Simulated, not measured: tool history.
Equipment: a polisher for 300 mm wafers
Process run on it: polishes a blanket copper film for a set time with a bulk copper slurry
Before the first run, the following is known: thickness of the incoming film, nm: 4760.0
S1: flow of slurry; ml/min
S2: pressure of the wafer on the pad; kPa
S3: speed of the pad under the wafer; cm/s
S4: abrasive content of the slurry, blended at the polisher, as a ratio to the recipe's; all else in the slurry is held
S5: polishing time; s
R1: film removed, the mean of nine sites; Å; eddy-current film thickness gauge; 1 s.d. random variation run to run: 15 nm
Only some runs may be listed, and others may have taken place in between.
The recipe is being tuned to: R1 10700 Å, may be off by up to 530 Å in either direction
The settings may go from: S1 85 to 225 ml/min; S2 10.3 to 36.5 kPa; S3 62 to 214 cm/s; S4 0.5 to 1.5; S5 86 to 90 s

run 1 day=0 | S1=145 S2=23.4 S3=138 S4=1 S5=86 | R1=13536
run 2 day=0.325 | S1=145 S2=28.3 S3=138 S4=1 S5=86 | R1=16378
run 3 day=0.621 | S1=145 S2=25.5 S3=136 S4=1 S5=86 | R1=14419
run 4 day=0.875 | S1=145 S2=23.4 S3=136 S4=1 S5=86 | R1=13171
run 5 day=1.117 | S1=145 S2=22.1 S3=136 S4=1 S5=86 | R1=12780
run 6 day=1.354 | S1=145 S2=27.6 S3=136 S4=1 S5=86 | R1=16097
run 7 day=1.388 | S1=145 S2=25.5 S3=134 S4=1 S5=86 | R1=14271
run 8 day=1.688 | S1=145 S2=23.4 S3=134 S4=1 S5=86 | R1=12994

5 next moves are on the table. One of them brings every result within its allowed miss. Which?
run A day=1.988 | S1=165 S2=23.4 S3=114 S4=1.05 S5=86 | R1=?
run B day=1.988 | S1=135 S2=19.3 S3=116 S4=0.8 S5=86 | R1=?
run C day=1.988 | S1=140 S2=17.2 S3=160 S4=0.9 S5=90 | R1=?
run D day=1.988 | S1=185 S2=26.9 S3=84 S4=1.2 S5=86 | R1=?
run E day=1.988 | S1=160 S2=21.4 S3=128 S4=1.1 S5=86 | R1=?

move=A R1=12017
move=B R1=9398.7
move=C R1=12026
move=D R1=10974
move=E R1=12194
A: closes in on the targets versus the last run, not all within tolerance yet
B: takes the biggest miss from the last run beyond its target
C: closes in on the targets versus the last run, not all within tolerance yet
D: meets every target
E: closes in on the targets versus the last run, not all within tolerance yet
D meets every target.
